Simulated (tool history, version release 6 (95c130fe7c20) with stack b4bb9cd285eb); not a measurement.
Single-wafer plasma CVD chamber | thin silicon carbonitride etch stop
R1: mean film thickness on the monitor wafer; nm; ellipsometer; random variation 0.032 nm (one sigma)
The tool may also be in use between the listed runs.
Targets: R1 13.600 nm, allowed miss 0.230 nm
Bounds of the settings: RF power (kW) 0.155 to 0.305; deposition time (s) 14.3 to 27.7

Run 1, hour 0.0: RF power (kW) 0.230, deposition time (s) 21.0. Result: R1 12.346 nm.
Run 2, hour 3.0: RF power (kW) 0.230, deposition time (s) 19.6. Result: R1 11.523 nm.
Run 3, hour 8.3: RF power (kW) 0.240, deposition time (s) 19.9. Result: R1 11.794 nm.
Run 4, hour 9.5: RF power (kW) 0.210, deposition time (s) 19.9. Result: R1 11.148 nm.
Run 5, hour 15.3: RF power (kW) 0.210, deposition time (s) 22.6. Result: R1 12.717 nm.
Run 6, hour 17.4: RF power (kW) 0.210, deposition time (s) 21.4. Result: R1 12.040 nm.
Run 7, hour 23.7: RF power (kW) 0.220, deposition time (s) 21.5. Result: R1 12.356 nm.
Run 8, hour 28.1: RF power (kW) 0.225, deposition time (s) 21.5. Result: R1 12.404 nm.
Run 9, hour 33.4: RF power (kW) 0.230, deposition time (s) 21.6. Result: R1 12.552 nm.
Run 10, hour 35.5: RF power (kW) 0.235, deposition time (s) 21.7. Result: R1 12.823 nm.
Run 11, hour 42.8: RF power (kW) 0.240, deposition time (s) 21.7. Result: R1 12.895 nm.
Run 12, hour 47.8: RF power (kW) 0.245, deposition time (s) 21.7. Result: R1 13.067 nm.
Run 13, hour 50.7: RF power (kW) 0.250, deposition time (s) 21.7. Result: R1 13.105 nm.
Run 14, hour 51.5: RF power (kW) 0.255, deposition time (s) 21.7. Result: R1 13.251 nm.

Which of these 5 next moves meets every target?
Run A, hour 52.3: RF power (kW) 0.270, deposition time (s) 20.9. Result: R1 ?.
Run B, hour 52.3: RF power (kW) 0.265, deposition time (s) 20.9. Result: R1 ?.
Run C, hour 52.3: RF power (kW) 0.240, deposition time (s) 22.0. Result: R1 ?.
Run D, hour 52.3: RF power (kW) 0.220, deposition time (s) 22.8. Result: R1 ?.
Run E, hour 52.3: RF power (kW) 0.260, deposition time (s) 22.0. Result: R1 ?.

move      R1
   A  13.042
   B  12.945
   C  13.091
   D  13.082
   E  13.524
A: further off than the last run
B: further off than the last run
C: further off than the last run
D: further off than the last run
E: meets every target
Move E is the one to make.
